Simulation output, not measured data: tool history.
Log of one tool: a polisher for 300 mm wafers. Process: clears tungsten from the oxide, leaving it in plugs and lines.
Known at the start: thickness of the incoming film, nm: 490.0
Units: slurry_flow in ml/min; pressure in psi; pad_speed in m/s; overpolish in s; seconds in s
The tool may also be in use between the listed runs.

{"run": 1, "hour": 0.0, "slurry_flow": 310, "pressure": 3.3, "pad_speed": 1.16, "slurry_solids": 1, "overpolish": 45, "seconds": 138.93}
{"run": 2, "hour": 2.3, "slurry_flow": 310, "pressure": 3.3, "pad_speed": 1.4, "slurry_solids": 1, "overpolish": 45, "seconds": 117.99}
{"run": 3, "hour": 11.3, "slurry_flow": 310, "pressure": 3.3, "pad_speed": 1.4, "slurry_solids": 1, "overpolish": 48, "seconds": 117.08}
{"run": 4, "hour": 16.4, "slurry_flow": 340, "pressure": 3.3, "pad_speed": 1.4, "slurry_solids": 1, "overpolish": 48, "seconds": 115.89}
{"run": 5, "hour": 18.4, "slurry_flow": 340, "pressure": 3.3, "pad_speed": 1.2, "slurry_solids": 1, "overpolish": 48, "seconds": 138.45}
{"run": 6, "hour": 20.0, "slurry_flow": 415, "pressure": 3.3, "pad_speed": 1.2, "slurry_solids": 1, "overpolish": 48, "seconds": 136.62}
{"run": 7, "hour": 20.6, "slurry_flow": 415, "pressure": 2.8, "pad_speed": 1.16, "slurry_solids": 1, "overpolish": 48, "seconds": 156.79}
{"hour": 27.3, "done": "slurry tank refilled with fresh slurry and peroxide"}
{"run": 8, "hour": 27.3, "slurry_flow": 415, "pressure": 2.4, "pad_speed": 1.08, "slurry_solids": 1, "overpolish": 48, "seconds": 145.3}
{"run": 9, "hour": 34.9, "slurry_flow": 435, "pressure": 3.3, "pad_speed": 0.9, "slurry_solids": 0.85, "overpolish": 47, "seconds": 137.36}
{"run": 10, "hour": 41.4, "slurry_flow": 425, "pressure": 2.7, "pad_speed": 0.78, "slurry_solids": 1.05, "overpolish": 47, "seconds": 178.92}

Run 11 comes next. What will it give?
{"run": 11, "hour": 45.5, "slurry_flow": 420, "pressure": 2.3, "pad_speed": 0.7, "slurry_solids": 1.1, "overpolish": 47, "seconds": "?"}

{"run 11": {"seconds": 226.19}}
